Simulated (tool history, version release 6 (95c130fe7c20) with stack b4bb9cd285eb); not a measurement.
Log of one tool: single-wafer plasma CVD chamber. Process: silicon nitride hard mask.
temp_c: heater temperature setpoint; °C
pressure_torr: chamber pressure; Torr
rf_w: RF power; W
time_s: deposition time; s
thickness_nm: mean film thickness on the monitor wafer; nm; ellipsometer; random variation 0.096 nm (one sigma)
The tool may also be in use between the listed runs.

{"run": 1, "day": 0.0, "temp_c": 425, "pressure_torr": 1.79, "rf_w": 380, "time_s": 23.3, "thickness_nm": 33.097}
{"run": 2, "day": 0.229, "temp_c": 425, "pressure_torr": 1.79, "rf_w": 340, "time_s": 23.3, "thickness_nm": 31.57}
{"run": 3, "day": 0.571, "temp_c": 425, "pressure_torr": 1.79, "rf_w": 315, "time_s": 23.3, "thickness_nm": 30.259}
{"run": 4, "day": 0.638, "temp_c": 418, "pressure_torr": 1.79, "rf_w": 315, "time_s": 23.3, "thickness_nm": 30.427}
{"run": 5, "day": 0.788, "temp_c": 418, "pressure_torr": 1.79, "rf_w": 315, "time_s": 23.3, "thickness_nm": 30.512}
{"run": 6, "day": 0.846, "temp_c": 418, "pressure_torr": 1.79, "rf_w": 360, "time_s": 23.3, "thickness_nm": 32.463}
{"run": 7, "day": 1.021, "temp_c": 418, "pressure_torr": 1.96, "rf_w": 365, "time_s": 23.3, "thickness_nm": 33.566}
{"run": 8, "day": 1.229, "temp_c": 418, "pressure_torr": 2.08, "rf_w": 370, "time_s": 23.3, "thickness_nm": 34.239}
{"run": 9, "day": 1.346, "temp_c": 418, "pressure_torr": 2.18, "rf_w": 375, "time_s": 23.3, "thickness_nm": 35.142}
{"run": 10, "day": 1.596, "temp_c": 418, "pressure_torr": 2.23, "rf_w": 375, "time_s": 23.3, "thickness_nm": 35.447}
{"run": 11, "day": 1.842, "temp_c": 418, "pressure_torr": 2.27, "rf_w": 375, "time_s": 23.3, "thickness_nm": 35.376}

The next listed run, before its measurement:
{"run": 12, "day": 1.938, "temp_c": 418, "pressure_torr": 2.32, "rf_w": 375, "time_s": 23.3, "thickness_nm": "?"}

Run 12 gave thickness_nm 35.677 nm.
